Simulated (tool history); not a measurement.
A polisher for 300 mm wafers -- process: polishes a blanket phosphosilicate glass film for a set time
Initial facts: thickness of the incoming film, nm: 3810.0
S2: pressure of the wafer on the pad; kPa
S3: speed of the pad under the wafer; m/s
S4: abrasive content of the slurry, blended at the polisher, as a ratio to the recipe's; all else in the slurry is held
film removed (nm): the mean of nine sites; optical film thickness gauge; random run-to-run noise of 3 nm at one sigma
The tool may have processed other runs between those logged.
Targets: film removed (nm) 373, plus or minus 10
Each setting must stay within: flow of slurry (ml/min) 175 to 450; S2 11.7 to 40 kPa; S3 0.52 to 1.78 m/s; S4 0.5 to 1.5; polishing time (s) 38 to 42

{"run": 1, "hour": 0.0, "flow of slurry (ml/min)": 290, "S2": 25.5, "S3": 1.14, "S4": 1, "polishing time (s)": 42, "film removed (nm)": 433.18}
{"run": 2, "hour": 1.4, "flow of slurry (ml/min)": 260, "S2": 25.5, "S3": 1.14, "S4": 1, "polishing time (s)": 42, "film removed (nm)": 427.46}
{"run": 3, "hour": 2.3, "flow of slurry (ml/min)": 255, "S2": 24.8, "S3": 1.14, "S4": 1, "polishing time (s)": 42, "film removed (nm)": 418.03}
{"run": 4, "hour": 8.6, "flow of slurry (ml/min)": 255, "S2": 24.8, "S3": 1.02, "S4": 1, "polishing time (s)": 42, "film removed (nm)": 389.57}
{"run": 5, "hour": 9.1, "flow of slurry (ml/min)": 255, "S2": 24.8, "S3": 1.02, "S4": 1.1, "polishing time (s)": 42, "film removed (nm)": 403.9}
{"run": 6, "hour": 13.5, "flow of slurry (ml/min)": 300, "S2": 24.8, "S3": 1.02, "S4": 1.1, "polishing time (s)": 42, "film removed (nm)": 405.25}
{"run": 7, "hour": 16.2, "flow of slurry (ml/min)": 300, "S2": 24.8, "S3": 1.02, "S4": 1.1, "polishing time (s)": 42, "film removed (nm)": 406.67}
{"run": 8, "hour": 21.3, "flow of slurry (ml/min)": 300, "S2": 24.8, "S3": 1.02, "S4": 1.1, "polishing time (s)": 42, "film removed (nm)": 406.06}
{"run": 9, "hour": 22.9, "flow of slurry (ml/min)": 300, "S2": 24.1, "S3": 1.02, "S4": 1.1, "polishing time (s)": 42, "film removed (nm)": 396.79}
{"run": 10, "hour": 31.6, "flow of slurry (ml/min)": 300, "S2": 23.4, "S3": 1.02, "S4": 1.1, "polishing time (s)": 42, "film removed (nm)": 393.49}
{"run": 11, "hour": 34.3, "flow of slurry (ml/min)": 300, "S2": 22.8, "S3": 1.02, "S4": 1.1, "polishing time (s)": 42, "film removed (nm)": 383.52}

Which of these 5 next moves meets every target?
{"run": "A", "hour": 37.0, "flow of slurry (ml/min)": 290, "S2": 21.4, "S3": 1.08, "S4": 1.2, "polishing time (s)": 42, "film removed (nm)": "?"}
{"run": "B", "hour": 37.0, "flow of slurry (ml/min)": 175, "S2": 20.7, "S3": 1.44, "S4": 1.15, "polishing time (s)": 38, "film removed (nm)": "?"}
{"run": "C", "hour": 37.0, "flow of slurry (ml/min)": 385, "S2": 18.6, "S3": 1.24, "S4": 0.9, "polishing time (s)": 39, "film removed (nm)": "?"}
{"run": "D", "hour": 37.0, "flow of slurry (ml/min)": 290, "S2": 24.1, "S3": 1, "S4": 1.1, "polishing time (s)": 40, "film removed (nm)": "?"}
{"run": "E", "hour": 37.0, "flow of slurry (ml/min)": 350, "S2": 22.1, "S3": 1.2, "S4": 1.05, "polishing time (s)": 39, "film removed (nm)": "?"}

move=A film_removed_(nm)=400.13
move=B film_removed_(nm)=410.76
move=C film_removed_(nm)=351.63
move=D film_removed_(nm)=372.32
move=E film_removed_(nm)=397.93
A: lands further from the targets than the last run did
B: lands further from the targets than the last run did
C: moves the result that the last run missed by most past its target, out the other side
D: every result within its allowed miss
E: lands further from the targets than the last run did
D meets every target.
